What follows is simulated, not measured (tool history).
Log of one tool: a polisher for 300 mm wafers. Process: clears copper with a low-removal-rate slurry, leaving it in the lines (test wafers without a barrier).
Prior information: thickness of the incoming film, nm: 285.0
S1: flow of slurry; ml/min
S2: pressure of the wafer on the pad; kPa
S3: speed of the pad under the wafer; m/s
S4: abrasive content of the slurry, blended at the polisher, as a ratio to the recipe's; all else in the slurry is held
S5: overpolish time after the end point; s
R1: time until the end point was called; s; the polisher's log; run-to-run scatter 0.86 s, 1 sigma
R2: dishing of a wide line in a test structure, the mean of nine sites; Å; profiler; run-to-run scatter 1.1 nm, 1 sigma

run,day,S1,S2,S3,S4,S5,R1,R2
1,0,180,24.1,1.08,1,9,67.893,281.21
2,0.025,180,24.1,1.08,1.15,9,67.369,283.64
3,0.088,180,24.1,1.08,1.05,9,68.118,295.25
4,0.125,180,24.1,1.32,1.05,9,55.854,333.88
5,0.192,180,24.8,1.32,1.05,10,54.204,395.06
6,0.3,180,24.8,1.32,1.05,12,56.465,434.91

Run 7 is up next; what results do you expect?
7,0.625,180,25.5,1.32,1.05,12,?,?

{"run 7": {"R1": 53.771, "R2": 438.02}}
